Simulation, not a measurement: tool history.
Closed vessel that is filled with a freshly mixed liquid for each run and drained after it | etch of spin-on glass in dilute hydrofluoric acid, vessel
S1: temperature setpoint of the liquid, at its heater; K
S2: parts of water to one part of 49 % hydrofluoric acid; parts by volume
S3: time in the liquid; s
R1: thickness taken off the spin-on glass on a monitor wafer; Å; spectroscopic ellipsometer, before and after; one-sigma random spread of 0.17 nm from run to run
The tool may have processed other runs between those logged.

run	hour	S1	S2	S3	R1
1	0.0	299.15	150	100	230.75
2	7.5	299.65	150	100	237.29
3	11.1	299.65	150	110	259.23
4	16.9	299.65	95	110	439.13
5	23.0	299.65	120	110	333.97
6	29.8	299.15	120	110	329.34

Run 7 comes next. What will it give?
7	33.2	298.65	120	110	?

Logged for run 7: R1 321.59 Å.
